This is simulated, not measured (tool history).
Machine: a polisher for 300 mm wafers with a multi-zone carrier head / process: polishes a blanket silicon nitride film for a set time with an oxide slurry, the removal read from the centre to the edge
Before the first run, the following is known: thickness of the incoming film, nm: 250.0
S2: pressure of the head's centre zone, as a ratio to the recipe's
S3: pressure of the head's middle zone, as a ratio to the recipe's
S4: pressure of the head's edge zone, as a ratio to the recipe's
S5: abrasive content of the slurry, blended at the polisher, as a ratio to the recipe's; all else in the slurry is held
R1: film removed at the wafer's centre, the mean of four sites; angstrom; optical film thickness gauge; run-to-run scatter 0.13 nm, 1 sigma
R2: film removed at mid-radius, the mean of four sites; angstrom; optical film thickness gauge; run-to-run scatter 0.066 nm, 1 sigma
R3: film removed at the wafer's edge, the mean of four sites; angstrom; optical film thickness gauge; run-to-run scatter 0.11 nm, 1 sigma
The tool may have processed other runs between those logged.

Run 1, hour 0: flow of slurry (ml/min) 170, S2 1, S3 1, S4 1, S5 1, polishing time (s) 35. Result: R1 264.25 angstrom, R2 269.52 angstrom, R3 275 angstrom.
Run 2, hour 7.5: flow of slurry (ml/min) 160, S2 1.01, S3 0.97, S4 1, S5 0.9, polishing time (s) 32. Result: R1 236 angstrom, R2 229.46 angstrom, R3 235.4 angstrom.
Run 3, hour 9.6: flow of slurry (ml/min) 185, S2 1.01, S3 0.97, S4 1, S5 0.9, polishing time (s) 32. Result: R1 241.47 angstrom, R2 234.2 angstrom, R3 242.76 angstrom.
Run 4, hour 12.5: flow of slurry (ml/min) 175, S2 1.01, S3 0.94, S4 1.03, S5 0.85, polishing time (s) 29. Result: R1 208.79 angstrom, R2 198.84 angstrom, R3 214.12 angstrom.
Run 5, hour 21: flow of slurry (ml/min) 175, S2 1.01, S3 0.87, S4 1.03, S5 0.85, polishing time (s) 29. Result: R1 212.7 angstrom, R2 186.54 angstrom, R3 216.01 angstrom.
Run 6, hour 23.6: flow of slurry (ml/min) 155, S2 1.01, S3 0.87, S4 1.03, S5 0.85, polishing time (s) 29. Result: R1 207.82 angstrom, R2 182.67 angstrom, R3 209.52 angstrom.
Run 7, hour 26.9: flow of slurry (ml/min) 150, S2 1.01, S3 0.86, S4 1.05, S5 0.8, polishing time (s) 27. Result: R1 188.39 angstrom, R2 162.89 angstrom, R3 191.96 angstrom.
Run 8, hour 35.8: flow of slurry (ml/min) 145, S2 1.01, S3 0.85, S4 1.06, S5 0.75, polishing time (s) 26. Result: R1 169.95 angstrom, R2 150.97 angstrom, R3 179.32 angstrom.
Run 9, hour 41.7: flow of slurry (ml/min) 145, S2 1.01, S3 0.85, S4 1.06, S5 0.75, polishing time (s) 26. Result: R1 172.59 angstrom, R2 149.71 angstrom, R3 180.82 angstrom.

Run 10 has not been measured yet. What should we expect?
Run 10, hour 45.8: flow of slurry (ml/min) 105, S2 1.03, S3 0.81, S4 1.04, S5 0.5, polishing time (s) 18. Result: R1 ?, R2 ?, R3 ?.

R1: 89.315 angstrom
R2: 75.291 angstrom
R3: 95.932 angstrom
